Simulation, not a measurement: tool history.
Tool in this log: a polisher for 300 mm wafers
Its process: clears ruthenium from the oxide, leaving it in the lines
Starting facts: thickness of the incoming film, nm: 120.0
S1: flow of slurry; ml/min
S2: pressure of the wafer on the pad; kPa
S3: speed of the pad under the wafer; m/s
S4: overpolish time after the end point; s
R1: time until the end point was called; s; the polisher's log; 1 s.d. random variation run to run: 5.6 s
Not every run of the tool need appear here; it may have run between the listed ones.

run,day,S1,S2,S3,S4,R1
1,0.000,250,13.8,0.96,2,111.99
2,0.179,250,13.8,0.84,2,128.77
3,0.429,205,13.8,0.84,2,129.03
4,0.746,205,13.8,0.68,2,162.26
5,0.767,205,13.8,0.68,2,162.38
6,1.100,205,13.8,0.76,2,145.79
7,1.275,205,12.4,0.72,2,171.37
8,1.608,205,11.0,0.70,2,200.96
9,1.983,205,10.3,0.68,2,214.33
10,2.008,205,9.7,0.66,2,238.79
11,2.188,205,9.0,0.66,2,248.29
12,2.512,205,8.3,0.66,2,270.11
13,2.700,205,7.6,0.66,2,293.68
14,2.771,205,6.2,0.66,2,365.10

Run 15 is up next; what results do you expect?
15,2.938,205,7.6,0.66,2,?

{"run 15": {"R1": 288.58}}
